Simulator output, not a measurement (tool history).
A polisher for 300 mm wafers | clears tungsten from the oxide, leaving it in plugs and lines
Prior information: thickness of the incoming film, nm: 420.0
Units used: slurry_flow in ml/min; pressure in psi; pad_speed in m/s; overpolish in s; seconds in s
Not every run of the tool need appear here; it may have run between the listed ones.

{"run": 1, "hour": 0.0, "slurry_flow": 125, "pressure": 2.8, "pad_speed": 1.06, "slurry_solids": 1.0, "overpolish": 10, "seconds": 109.57}
{"run": 2, "hour": 1.8, "slurry_flow": 135, "pressure": 3.0, "pad_speed": 1.06, "slurry_solids": 1.0, "overpolish": 10, "seconds": 100.35}
{"run": 3, "hour": 8.6, "slurry_flow": 135, "pressure": 2.5, "pad_speed": 1.06, "slurry_solids": 1.0, "overpolish": 10, "seconds": 120.58}
{"run": 4, "hour": 10.1, "slurry_flow": 140, "pressure": 2.8, "pad_speed": 1.06, "slurry_solids": 1.0, "overpolish": 10, "seconds": 107.96}
{"run": 5, "hour": 18.6, "slurry_flow": 140, "pressure": 3.1, "pad_speed": 1.06, "slurry_solids": 1.0, "overpolish": 10, "seconds": 94.723}
{"run": 6, "hour": 24.0, "slurry_flow": 140, "pressure": 3.1, "pad_speed": 0.9, "slurry_solids": 1.0, "overpolish": 10, "seconds": 114.26}
{"run": 7, "hour": 31.1, "slurry_flow": 170, "pressure": 3.9, "pad_speed": 0.92, "slurry_solids": 1.0, "overpolish": 10, "seconds": 84.533}

Forecast run 8:
{"run": 8, "hour": 31.9, "slurry_flow": 170, "pressure": 4.0, "pad_speed": 0.92, "slurry_solids": 1.0, "overpolish": 10, "seconds": "?"}

{"run 8": {"seconds": 83.53}}
